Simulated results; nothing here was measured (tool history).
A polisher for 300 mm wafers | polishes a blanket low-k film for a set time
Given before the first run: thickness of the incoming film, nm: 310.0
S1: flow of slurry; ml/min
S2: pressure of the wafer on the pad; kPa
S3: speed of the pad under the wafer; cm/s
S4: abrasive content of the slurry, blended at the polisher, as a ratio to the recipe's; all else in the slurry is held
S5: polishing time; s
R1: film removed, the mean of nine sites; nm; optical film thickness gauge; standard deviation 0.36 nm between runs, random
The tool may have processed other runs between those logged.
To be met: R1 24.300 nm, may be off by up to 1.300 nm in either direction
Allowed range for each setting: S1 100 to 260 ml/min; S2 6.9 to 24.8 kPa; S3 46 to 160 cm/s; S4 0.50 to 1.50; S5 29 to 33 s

run,hour,S1,S2,S3,S4,S5,R1
1,0.0,165,15.9,102,1.00,33,11.999
2,1.6,165,17.9,106,1.00,33,13.629
3,5.3,165,17.9,82,1.00,33,12.113
4,10.4,165,17.9,56,1.00,33,10.513
5,12.8,170,19.3,68,1.05,33,12.128
6,16.4,175,20.7,82,1.10,33,14.166
7,21.4,190,24.8,110,1.30,33,19.311
8,23.9,190,24.8,120,1.30,33,20.344
9,28.0,190,24.8,128,1.30,33,21.465
# hour 29.1: conditioning disc replaced and pad reconditioned
10,29.1,195,24.8,146,1.35,33,31.759
11,32.3,155,21.4,144,1.35,33,26.049

Next run, 5 choices. One meets every target within its allowed miss, the rest don't. Which?
A,35.5,150,21.4,148,1.35,33,?
B,35.5,145,24.8,156,1.35,31,?
C,35.5,160,20.7,156,1.45,33,?
D,35.5,175,20.7,142,1.50,30,?
E,35.5,135,24.1,130,1.20,33,?

move,R1
A,26.625
B,29.757
C,27.412
D,24.075
E,26.450
A: the biggest miss grows against the last run
B: the biggest miss grows against the last run
C: the biggest miss grows against the last run
D: hits every target within its allowed miss
E: the biggest miss grows against the last run
Correct choice: D, which meets every target
